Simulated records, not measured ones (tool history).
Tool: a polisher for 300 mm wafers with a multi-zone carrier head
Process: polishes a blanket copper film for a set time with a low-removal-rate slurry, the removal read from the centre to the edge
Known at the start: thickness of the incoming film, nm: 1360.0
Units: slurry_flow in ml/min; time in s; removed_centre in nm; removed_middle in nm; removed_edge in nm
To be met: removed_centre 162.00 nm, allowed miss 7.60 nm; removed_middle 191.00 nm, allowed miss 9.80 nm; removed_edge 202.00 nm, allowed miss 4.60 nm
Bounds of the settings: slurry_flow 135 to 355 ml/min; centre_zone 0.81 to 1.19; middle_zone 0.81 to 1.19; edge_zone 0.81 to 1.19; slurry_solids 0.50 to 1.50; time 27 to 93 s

Run 1, hour 0.0: slurry_flow 225 ml/min, centre_zone 1.00, middle_zone 1.00, edge_zone 1.00, slurry_solids 1.00, time 59 s. Result: removed_centre 173.06 nm, removed_middle 171.54 nm, removed_edge 172.84 nm.
Run 2, hour 1.6: slurry_flow 225 ml/min, centre_zone 1.00, middle_zone 1.00, edge_zone 1.00, slurry_solids 1.00, time 50 s. Result: removed_centre 145.38 nm, removed_middle 149.31 nm, removed_edge 145.50 nm.
Run 3, hour 2.5: slurry_flow 230 ml/min, centre_zone 0.97, middle_zone 1.01, edge_zone 1.04, slurry_solids 1.10, time 52 s. Result: removed_centre 149.25 nm, removed_middle 158.32 nm, removed_edge 158.18 nm.
Run 4, hour 8.1: slurry_flow 230 ml/min, centre_zone 0.97, middle_zone 1.01, edge_zone 1.04, slurry_solids 1.00, time 52 s. Result: removed_centre 147.09 nm, removed_middle 154.85 nm, removed_edge 154.65 nm.
Run 5, hour 12.5: slurry_flow 235 ml/min, centre_zone 0.95, middle_zone 1.02, edge_zone 1.07, slurry_solids 1.10, time 53 s. Result: removed_centre 149.76 nm, removed_middle 161.89 nm, removed_edge 163.80 nm.
Run 6, hour 17.2: slurry_flow 235 ml/min, centre_zone 0.95, middle_zone 1.02, edge_zone 1.02, slurry_solids 1.10, time 53 s. Result: removed_centre 151.17 nm, removed_middle 164.39 nm, removed_edge 159.01 nm.
Run 7, hour 21.8: slurry_flow 275 ml/min, centre_zone 0.88, middle_zone 1.07, edge_zone 1.12, slurry_solids 1.35, time 56 s. Result: removed_centre 156.16 nm, removed_middle 186.72 nm, removed_edge 181.95 nm.
Run 8, hour 25.7: slurry_flow 275 ml/min, centre_zone 0.87, middle_zone 1.06, edge_zone 1.14, slurry_solids 1.40, time 57 s. Result: removed_centre 155.20 nm, removed_middle 183.63 nm, removed_edge 189.81 nm.
Run 9, hour 31.0: slurry_flow 280 ml/min, centre_zone 0.87, middle_zone 1.06, edge_zone 1.15, slurry_solids 1.45, time 57 s. Result: removed_centre 161.51 nm, removed_middle 192.64 nm, removed_edge 194.19 nm.

5 next moves are on the table. One of them brings every result within its allowed miss. Which?
Run A, hour 36.3: slurry_flow 250 ml/min, centre_zone 0.91, middle_zone 1.13, edge_zone 1.18, slurry_solids 1.50, time 54 s. Result: removed_centre ?, removed_middle ?, removed_edge ?.
Run B, hour 36.3: slurry_flow 290 ml/min, centre_zone 0.89, middle_zone 0.87, edge_zone 1.19, slurry_solids 1.45, time 58 s. Result: removed_centre ?, removed_middle ?, removed_edge ?.
Run C, hour 36.3: slurry_flow 265 ml/min, centre_zone 0.85, middle_zone 0.99, edge_zone 1.10, slurry_solids 0.95, time 66 s. Result: removed_centre ?, removed_middle ?, removed_edge ?.
Run D, hour 36.3: slurry_flow 275 ml/min, centre_zone 0.87, middle_zone 1.18, edge_zone 1.12, slurry_solids 1.40, time 55 s. Result: removed_centre ?, removed_middle ?, removed_edge ?.
Run E, hour 36.3: slurry_flow 265 ml/min, centre_zone 0.84, middle_zone 0.98, edge_zone 1.19, slurry_solids 1.50, time 61 s. Result: removed_centre ?, removed_middle ?, removed_edge ?.

move  removed_centre  removed_middle  removed_edge
   A          153.39          193.01        186.04
   B          162.12          170.23        202.03
   C          161.90          196.72        203.04
   D          148.80          202.66        183.09
   E          160.61          195.94        212.32
A: further off than the last run
B: brings the result that was furthest off to its target, and leaves another outside
C: meets every target
D: further off than the last run
E: takes the result that was furthest off past its target
Move C is the one to make.
